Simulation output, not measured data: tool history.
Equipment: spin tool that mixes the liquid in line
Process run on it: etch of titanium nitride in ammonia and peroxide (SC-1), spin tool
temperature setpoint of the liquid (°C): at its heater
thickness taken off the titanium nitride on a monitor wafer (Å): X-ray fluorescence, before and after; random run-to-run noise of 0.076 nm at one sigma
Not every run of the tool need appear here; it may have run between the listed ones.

run  hour  temperature setpoint of the liquid (°C)  parts of water to one part of 30 % peroxide (parts by volume)  parts of 29 % ammonia solution to one part of 30 % peroxide (parts by volume)  time under the liquid (s)  thickness taken off the titanium nitride on a monitor wafer (Å)
  1     0                                       53                                                             13                                                                            0.6                         90                                                            106.5
  2   2.3                                       53                                                           15.5                                                                            0.6                         90                                                           97.886
  3   6.7                                       53                                                           15.5                                                                            0.7                         90                                                           98.415
  4  11.4                                     52.5                                                           15.5                                                                            0.7                         90                                                           96.367
  5    13                                     45.5                                                           15.5                                                                            0.7                         90                                                           58.253
  6  17.2                                     45.5                                                           15.5                                                                           0.65                         90                                                           58.529

Expected results for the next run?
  7  18.7                                       53                                                           15.5                                                                           0.65                         90                                                                ?

thickness taken off the titanium nitride on a monitor wafer (Å): 96.687
